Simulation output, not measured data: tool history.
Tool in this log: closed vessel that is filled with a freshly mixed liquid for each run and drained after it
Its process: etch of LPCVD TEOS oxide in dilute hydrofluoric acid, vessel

run	hour	temperature setpoint of the liquid (°C)	parts of water to one part of 49 % hydrofluoric acid (parts by volume)	time in the liquid (s)	thickness taken off the LPCVD TEOS oxide on a monitor wafer (Å)
1	0.0	24.0	275	265	272.00
2	5.2	26.5	230	265	372.43
3	12.1	26.5	305	265	260.33
4	16.3	28.0	255	265	343.36
5	25.6	29.0	215	265	443.76
6	31.2	27.5	215	265	421.70
7	32.3	29.0	195	265	499.42
8	36.0	30.0	180	265	570.79
9	44.0	30.5	175	265	598.30

Expected results for the next run?
10	47.3	30.5	175	265	?

Run 10 yielded thickness taken off the LPCVD TEOS oxide on a monitor wafer (Å) 598.27.

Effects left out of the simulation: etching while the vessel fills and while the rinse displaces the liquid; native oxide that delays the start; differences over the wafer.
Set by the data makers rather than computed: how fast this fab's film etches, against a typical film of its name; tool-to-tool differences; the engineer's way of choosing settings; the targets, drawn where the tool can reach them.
